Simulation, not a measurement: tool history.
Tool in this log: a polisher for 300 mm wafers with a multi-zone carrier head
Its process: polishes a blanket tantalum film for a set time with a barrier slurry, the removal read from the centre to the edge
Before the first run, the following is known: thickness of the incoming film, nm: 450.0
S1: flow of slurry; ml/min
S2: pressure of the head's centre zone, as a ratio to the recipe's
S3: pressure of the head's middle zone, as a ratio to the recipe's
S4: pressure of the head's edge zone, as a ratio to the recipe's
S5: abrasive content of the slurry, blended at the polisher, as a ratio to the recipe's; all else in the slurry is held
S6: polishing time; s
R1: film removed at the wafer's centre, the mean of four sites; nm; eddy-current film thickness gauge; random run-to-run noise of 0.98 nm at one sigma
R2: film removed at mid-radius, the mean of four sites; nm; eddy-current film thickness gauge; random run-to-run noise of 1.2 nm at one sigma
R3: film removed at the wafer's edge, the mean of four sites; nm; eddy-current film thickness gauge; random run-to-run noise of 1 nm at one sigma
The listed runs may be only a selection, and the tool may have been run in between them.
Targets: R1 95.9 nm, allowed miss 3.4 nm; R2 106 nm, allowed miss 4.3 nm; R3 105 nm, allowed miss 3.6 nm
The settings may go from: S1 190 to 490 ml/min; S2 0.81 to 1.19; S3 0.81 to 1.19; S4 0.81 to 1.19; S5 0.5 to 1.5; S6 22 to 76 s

run,hour,S1,S2,S3,S4,S5,S6,R1,R2,R3
1,0,315,1,1,1,1,49,98.098,90.326,91.552
2,1.4,315,1,1,1,1,60,118.63,110.53,109.98
3,3.3,315,1,1,1,0.9,60,118.77,111.32,109.95
4,3.9,315,1,1,1,0.9,53,103.79,96.961,97.037
5,11.4,315,1.09,1,1,0.9,53,113.08,95.454,95.463
6,18.4,315,1.09,1,1,0.7,53,108.45,91.205,90.624
# hour 22.5: centre zone pressure recalibrated
7,22.5,315,1.06,1.01,1.02,0.75,53,99.239,94.942,92.463
8,30.3,320,1.05,1.01,1.03,0.8,53,100.32,94.228,94.736

Next run, 4 choices. One meets every target within its allowed miss, the rest don't. Which?
A,38.1,425,1.01,1.15,1.09,0.9,51,?,?,?
B,38.1,210,0.95,1.19,1.1,0.5,60,?,?,?
C,38.1,375,0.93,1.02,1.03,0.65,60,?,?,?
D,38.1,205,0.96,1.15,1.06,0.7,58,?,?,?

move,R1,R2,R3
A,96.41,107.22,95.867
B,88.512,108.51,96.338
C,97.409,107.37,103.8
D,91.198,107.72,97.171
A: nearer the targets than the last run, but a result is still out of spec
B: nearer the targets than the last run, but a result is still out of spec
C: all results land within tolerance of their targets
D: nearer the targets than the last run, but a result is still out of spec
The right move is C.

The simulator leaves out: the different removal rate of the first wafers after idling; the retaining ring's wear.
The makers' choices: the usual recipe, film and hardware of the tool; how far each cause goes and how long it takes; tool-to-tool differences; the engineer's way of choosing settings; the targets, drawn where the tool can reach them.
